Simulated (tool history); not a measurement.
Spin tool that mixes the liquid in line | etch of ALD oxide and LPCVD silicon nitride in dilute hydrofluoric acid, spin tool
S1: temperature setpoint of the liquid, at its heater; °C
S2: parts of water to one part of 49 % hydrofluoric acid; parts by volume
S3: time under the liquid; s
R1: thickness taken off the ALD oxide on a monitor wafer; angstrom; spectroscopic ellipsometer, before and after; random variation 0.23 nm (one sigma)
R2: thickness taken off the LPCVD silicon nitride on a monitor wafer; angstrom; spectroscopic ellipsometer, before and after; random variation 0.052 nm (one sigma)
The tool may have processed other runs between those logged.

run    day    S1   S2   S3      R1       R2
  1  0.000  24.0  105  130  258.11   6.6164
  2  0.212  24.0   75  130  378.76   9.3610
  3  0.483  24.0  105  130  260.22   6.3102
  4  0.842  25.5  100  130  289.82   7.1233
  5  1.104  27.5   95  130  335.04   9.4167
  6  1.379  30.0   95  130  366.92  11.4760

Run 7, settings as shown, results not yet in. Your forecast:
  7  1.592  29.5  90  130   ?   ?

Run 7 gave R1 385.14 angstrom, R2 10.6960 angstrom.
